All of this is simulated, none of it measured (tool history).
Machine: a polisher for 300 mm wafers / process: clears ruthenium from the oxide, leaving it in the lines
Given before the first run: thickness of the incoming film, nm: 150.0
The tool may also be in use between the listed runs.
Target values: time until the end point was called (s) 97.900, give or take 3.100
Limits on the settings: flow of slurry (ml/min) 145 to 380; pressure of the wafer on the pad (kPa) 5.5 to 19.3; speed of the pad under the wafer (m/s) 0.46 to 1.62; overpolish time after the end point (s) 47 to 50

run,day,flow of slurry (ml/min),pressure of the wafer on the pad (kPa),speed of the pad under the wafer (m/s),overpolish time after the end point (s),time until the end point was called (s)
1,0.000,245,12.4,1.04,47,146.300
2,0.042,245,13.1,1.04,47,140.610
3,0.412,245,14.5,1.04,47,126.490
4,0.621,245,15.2,1.04,47,121.270
5,0.712,245,15.9,1.04,47,116.720
6,1.025,245,15.9,1.04,47,114.520
7,1.112,250,17.2,1.04,47,107.050
8,1.329,250,17.9,1.04,47,102.450

Of the 5 settings listed for the next run, only one would bring every result within its allowed miss of target. Which one?
A,1.546,285,17.9,0.92,47,?
B,1.546,240,19.3,0.90,47,?
C,1.546,290,19.3,0.92,48,?
D,1.546,205,15.9,1.18,48,?
E,1.546,155,15.9,1.34,50,?

move,time until the end point was called (s)
A,113.880
B,110.260
C,105.720
D,104.990
E,97.389
A: misses by more than the last run did
B: misses by more than the last run did
C: misses by more than the last run did
D: misses by more than the last run did
E: hits every target within its allowed miss
Answer: E
